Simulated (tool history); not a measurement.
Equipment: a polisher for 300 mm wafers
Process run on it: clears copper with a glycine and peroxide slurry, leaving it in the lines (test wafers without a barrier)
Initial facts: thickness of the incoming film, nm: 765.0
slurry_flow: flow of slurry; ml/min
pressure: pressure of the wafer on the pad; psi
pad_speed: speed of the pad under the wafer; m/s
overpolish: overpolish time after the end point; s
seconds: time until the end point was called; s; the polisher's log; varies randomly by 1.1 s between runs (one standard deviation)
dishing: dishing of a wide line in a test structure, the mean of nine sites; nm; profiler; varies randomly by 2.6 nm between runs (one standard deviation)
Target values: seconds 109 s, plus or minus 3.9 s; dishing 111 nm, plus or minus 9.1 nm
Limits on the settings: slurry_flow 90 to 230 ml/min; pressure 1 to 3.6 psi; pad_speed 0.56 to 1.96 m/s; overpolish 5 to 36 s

| run | day | slurry_flow | pressure | pad_speed | overpolish | seconds | dishing |
|---|---|---|---|---|---|---|---|
| 1 | 0 | 150 | 2.3 | 1.26 | 18 | 120.82 | 69.777 |
| 2 | 0.271 | 150 | 2.3 | 1.26 | 19 | 121.81 | 72.53 |
| 3 | 0.538 | 175 | 2.3 | 1.26 | 19 | 119.14 | 76.638 |
| 4 | 0.704 | 175 | 2 | 1.26 | 19 | 127.97 | 69.61 |
| 5 | 1.058 | 175 | 2.1 | 1.26 | 20 | 123.84 | 73.318 |
| 6 | 1.271 | 175 | 2.2 | 1.26 | 21 | 122.43 | 76.433 |
| 7 | 1.371 | 175 | 2.3 | 1.26 | 22 | 118.1 | 83.344 |
| 8 | 1.654 | 175 | 2.3 | 1.26 | 23 | 116.63 | 83.018 |
| 9 | 1.679 | 175 | 2.3 | 1.26 | 23 | 117.97 | 87.85 |
| 10 | 1.833 | 180 | 2.4 | 1.26 | 25 | 113.52 | 93.189 |
| 11 | 2.196 | 180 | 2.4 | 1.26 | 26 | 116.68 | 95.894 |
| 12 | 2.354 | 190 | 2.5 | 1.26 | 27 | 109.64 | 94.711 |

4 next moves are on the table. One of them brings every result within its allowed miss. Which?
| A | 2.512 | 210 | 2.7 | 1.26 | 23 | ? | ? |
| B | 2.512 | 195 | 2 | 1.54 | 34 | ? | ? |
| C | 2.512 | 180 | 2.4 | 1.32 | 20 | ? | ? |
| D | 2.512 | 195 | 2.8 | 1.18 | 24 | ? | ? |

| move | seconds | dishing |
|---|---|---|
| A | 106.26 | 92.159 |
| B | 108.07 | 111.62 |
| C | 111.74 | 79.979 |
| D | 110.62 | 92.778 |
A: lands further from the targets than the last run did
B: all results land within tolerance of their targets
C: lands further from the targets than the last run did
D: lands further from the targets than the last run did
Go with B: it meets all targets.
